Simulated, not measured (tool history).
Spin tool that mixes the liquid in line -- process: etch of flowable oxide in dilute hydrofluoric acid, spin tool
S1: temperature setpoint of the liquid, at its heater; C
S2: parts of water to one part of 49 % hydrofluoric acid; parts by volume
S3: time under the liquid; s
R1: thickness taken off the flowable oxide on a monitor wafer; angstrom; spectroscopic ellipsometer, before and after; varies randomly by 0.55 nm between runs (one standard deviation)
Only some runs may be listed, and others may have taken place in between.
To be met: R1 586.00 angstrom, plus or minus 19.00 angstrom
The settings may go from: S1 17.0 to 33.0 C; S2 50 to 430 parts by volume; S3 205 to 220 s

run 1 hour=0.0 | S1=25.0 S2=240 S3=205 | R1=191.47
run 2 hour=3.2 | S1=25.0 S2=240 S3=220 | R1=202.78
run 3 hour=6.1 | S1=25.0 S2=280 S3=220 | R1=167.83
run 4 hour=7.4 | S1=25.0 S2=280 S3=205 | R1=154.49
run 5 hour=13.7 | S1=26.5 S2=230 S3=205 | R1=209.70
run 6 hour=17.5 | S1=23.0 S2=230 S3=205 | R1=183.68
run 7 hour=20.8 | S1=25.0 S2=195 S3=205 | R1=247.45
run 8 hour=24.4 | S1=26.5 S2=170 S3=205 | R1=307.35
run 9 hour=27.0 | S1=28.0 S2=155 S3=205 | R1=360.42
run 10 hour=28.7 | S1=29.0 S2=145 S3=205 | R1=401.60
run 11 hour=33.4 | S1=30.0 S2=135 S3=205 | R1=456.72
run 12 hour=39.0 | S1=30.5 S2=130 S3=205 | R1=488.83
run 13 hour=39.7 | S1=31.0 S2=130 S3=205 | R1=493.75
run 14 hour=45.6 | S1=31.5 S2=125 S3=205 | R1=527.44
run 15 hour=51.9 | S1=32.0 S2=125 S3=205 | R1=535.65

4 candidate next runs follow, results not yet known. Just one meets every target within its allowed miss. Identify it.
run A hour=58.2 | S1=32.5 S2=115 S3=210 | R1=?
run B hour=58.2 | S1=32.0 S2=115 S3=215 | R1=?
run C hour=58.2 | S1=32.0 S2=125 S3=220 | R1=?
run D hour=58.2 | S1=32.0 S2=110 S3=205 | R1=?

move=A R1=626.55
move=B R1=630.11
move=C R1=583.87
move=D R1=633.10
A: takes the biggest miss from the last run beyond its target
B: takes the biggest miss from the last run beyond its target
C: all results land within tolerance of their targets
D: takes the biggest miss from the last run beyond its target
So the answer is move C, the one that meets all the targets.
